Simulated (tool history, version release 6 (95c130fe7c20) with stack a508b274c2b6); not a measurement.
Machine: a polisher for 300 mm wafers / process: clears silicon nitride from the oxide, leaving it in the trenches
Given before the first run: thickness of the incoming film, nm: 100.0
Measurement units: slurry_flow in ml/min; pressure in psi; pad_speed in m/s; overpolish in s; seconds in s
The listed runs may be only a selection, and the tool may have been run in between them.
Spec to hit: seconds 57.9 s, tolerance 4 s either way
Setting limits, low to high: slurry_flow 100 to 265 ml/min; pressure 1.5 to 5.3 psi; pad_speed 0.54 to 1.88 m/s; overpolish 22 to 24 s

{"run": 1, "hour": 0.0, "slurry_flow": 170, "pressure": 3.4, "pad_speed": 1.2, "overpolish": 22, "seconds": 77.519}
{"run": 2, "hour": 2.0, "slurry_flow": 170, "pressure": 3.4, "pad_speed": 0.96, "overpolish": 22, "seconds": 95.853}
{"run": 3, "hour": 5.6, "slurry_flow": 145, "pressure": 3.4, "pad_speed": 0.96, "overpolish": 22, "seconds": 94.146}
{"run": 4, "hour": 9.3, "slurry_flow": 145, "pressure": 4, "pad_speed": 0.96, "overpolish": 22, "seconds": 84.869}
{"run": 5, "hour": 17.1, "slurry_flow": 145, "pressure": 4.7, "pad_speed": 0.96, "overpolish": 22, "seconds": 70.771}
{"run": 6, "hour": 19.9, "slurry_flow": 145, "pressure": 4.8, "pad_speed": 0.98, "overpolish": 22, "seconds": 67.94}
{"run": 7, "hour": 27.0, "slurry_flow": 145, "pressure": 4.9, "pad_speed": 1, "overpolish": 22, "seconds": 66.421}
{"run": 8, "hour": 28.3, "slurry_flow": 145, "pressure": 5, "pad_speed": 1.02, "overpolish": 22, "seconds": 62.618}
{"run": 9, "hour": 29.8, "slurry_flow": 145, "pressure": 5.1, "pad_speed": 1.02, "overpolish": 22, "seconds": 64.361}

Pick the move, out of 4, that brings all results within their allowed miss; only one does.
{"run": "A", "hour": 31.3, "slurry_flow": 110, "pressure": 4.5, "pad_speed": 1, "overpolish": 22, "seconds": "?"}
{"run": "B", "hour": 31.3, "slurry_flow": 120, "pressure": 4.5, "pad_speed": 1.32, "overpolish": 24, "seconds": "?"}
{"run": "C", "hour": 31.3, "slurry_flow": 160, "pressure": 5.1, "pad_speed": 0.92, "overpolish": 24, "seconds": "?"}
{"run": "D", "hour": 31.3, "slurry_flow": 130, "pressure": 5.1, "pad_speed": 0.9, "overpolish": 22, "seconds": "?"}

move=A seconds=74.999
move=B seconds=58.014
move=C seconds=68.158
move=D seconds=71.183
A: lands further from the targets than the last run did
B: every result lands within tolerance
C: lands further from the targets than the last run did
D: lands further from the targets than the last run did
The right move is B.

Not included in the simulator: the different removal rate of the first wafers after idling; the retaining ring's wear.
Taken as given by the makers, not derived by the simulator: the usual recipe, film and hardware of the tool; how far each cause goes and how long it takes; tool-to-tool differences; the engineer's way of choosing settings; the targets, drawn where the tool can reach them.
